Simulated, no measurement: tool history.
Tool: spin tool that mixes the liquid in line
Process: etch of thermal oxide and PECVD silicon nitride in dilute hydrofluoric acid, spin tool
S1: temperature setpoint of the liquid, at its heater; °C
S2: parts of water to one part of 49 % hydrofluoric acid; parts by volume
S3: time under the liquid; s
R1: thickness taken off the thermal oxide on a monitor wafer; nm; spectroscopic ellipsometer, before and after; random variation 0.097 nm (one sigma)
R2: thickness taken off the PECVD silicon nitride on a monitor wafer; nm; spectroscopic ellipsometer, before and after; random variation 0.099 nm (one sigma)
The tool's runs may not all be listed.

{"run": 1, "hour": 0.0, "S1": 21, "S2": 275, "S3": 180, "R1": 2.4376, "R2": 1.0595}
{"run": 2, "hour": 3.2, "S1": 21, "S2": 250, "S3": 185, "R1": 2.7849, "R2": 1.2521}
{"run": 3, "hour": 7.8, "S1": 19, "S2": 250, "S3": 185, "R1": 2.6612, "R2": 1.0682}
{"run": 4, "hour": 15.1, "S1": 19, "S2": 225, "S3": 190, "R1": 3.0917, "R2": 1.2291}
{"run": 5, "hour": 23.5, "S1": 19, "S2": 205, "S3": 195, "R1": 3.526, "R2": 1.3888}
{"run": 6, "hour": 27.1, "S1": 19, "S2": 205, "S3": 165, "R1": 2.9746, "R2": 1.1602}
{"run": 7, "hour": 32.4, "S1": 19, "S2": 185, "S3": 175, "R1": 3.5722, "R2": 1.3806}
{"run": 8, "hour": 39.5, "S1": 19, "S2": 170, "S3": 180, "R1": 4.1079, "R2": 1.5236}
{"run": 9, "hour": 43.8, "S1": 19, "S2": 155, "S3": 180, "R1": 4.4168, "R2": 1.709}
{"run": 10, "hour": 48.1, "S1": 19, "S2": 145, "S3": 185, "R1": 5.0448, "R2": 1.8059}
{"run": 11, "hour": 52.9, "S1": 19.5, "S2": 135, "S3": 185, "R1": 5.4902, "R2": 2.0472}
{"run": 12, "hour": 54.9, "S1": 18.5, "S2": 50, "S3": 210, "R1": 17.985, "R2": 5.3792}
{"run": 13, "hour": 59.6, "S1": 18.5, "S2": 60, "S3": 210, "R1": 14.445, "R2": 4.3276}
{"run": 14, "hour": 62.7, "S1": 18.5, "S2": 65, "S3": 210, "R1": 13.533, "R2": 4.1958}
{"run": 15, "hour": 71.0, "S1": 18.5, "S2": 70, "S3": 210, "R1": 12.14, "R2": 3.8969}
{"run": 16, "hour": 74.0, "S1": 17, "S2": 125, "S3": 210, "R1": 6.2161, "R2": 2.0042}
{"run": 17, "hour": 75.2, "S1": 17.5, "S2": 125, "S3": 210, "R1": 6.2785, "R2": 2.2368}
{"run": 18, "hour": 76.8, "S1": 18, "S2": 125, "S3": 210, "R1": 6.4477, "R2": 2.1752}
{"run": 19, "hour": 80.3, "S1": 19, "S2": 120, "S3": 210, "R1": 7.0937, "R2": 2.4878}
{"run": 20, "hour": 87.3, "S1": 19, "S2": 115, "S3": 210, "R1": 7.3446, "R2": 2.5931}
{"run": 21, "hour": 95.4, "S1": 19, "S2": 110, "S3": 205, "R1": 7.5282, "R2": 2.6822}

Run 22, settings as shown, results not yet in. Your forecast:
{"run": 22, "hour": 97.3, "S1": 19, "S2": 105, "S3": 205, "R1": "?", "R2": "?"}

{"run 22": {"R1": 8.0137, "R2": 2.7416}}
